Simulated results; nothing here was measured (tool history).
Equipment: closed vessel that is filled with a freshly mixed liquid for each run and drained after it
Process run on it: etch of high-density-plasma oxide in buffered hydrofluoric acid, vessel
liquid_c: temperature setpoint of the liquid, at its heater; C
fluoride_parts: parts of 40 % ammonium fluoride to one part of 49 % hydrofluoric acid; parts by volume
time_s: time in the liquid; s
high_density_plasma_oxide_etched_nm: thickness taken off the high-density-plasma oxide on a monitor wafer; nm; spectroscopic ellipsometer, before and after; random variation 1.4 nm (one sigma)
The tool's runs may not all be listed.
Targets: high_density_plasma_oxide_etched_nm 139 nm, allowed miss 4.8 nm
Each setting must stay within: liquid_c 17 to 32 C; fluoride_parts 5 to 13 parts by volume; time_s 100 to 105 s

run  hour  liquid_c  fluoride_parts  time_s  high_density_plasma_oxide_etched_nm
  1     0        24               8     100                               214.45
  2   3.7        24             6.5     100                               264.49
  3   4.3        22             6.5     100                               234.07
  4     8        21               7     100                               206.86
  5  11.1        21               5     100                               276.89
  6  19.5        21               5     100                               276.21
  7  26.8        20               6     100                               230.74
  8  30.9      19.5             6.5     100                               204.87
  9  38.2        19               7     100                               185.82
 10  40.9      18.5             7.5     100                               166.98
 11    48        18             7.5     100                               161.96
 12  55.8      17.5               8     100                               147.38

Exactly one of the 4 candidate moves below puts every result within its allowed miss. Which one?
  A  63.6        17             7.5     100                                    ?
  B  63.6        17               7     100                                    ?
  C  63.6      18.5             9.5     105                                    ?
  D  63.6      18.5               8     100                                    ?

move  high_density_plasma_oxide_etched_nm
   A                               153.81
   B                               165.71
   C                               139.48
   D                               156.18
A: its largest miss is bigger than the last run's
B: its largest miss is bigger than the last run's
C: all results land within tolerance of their targets
D: its largest miss is bigger than the last run's
The move that meets every target is C.

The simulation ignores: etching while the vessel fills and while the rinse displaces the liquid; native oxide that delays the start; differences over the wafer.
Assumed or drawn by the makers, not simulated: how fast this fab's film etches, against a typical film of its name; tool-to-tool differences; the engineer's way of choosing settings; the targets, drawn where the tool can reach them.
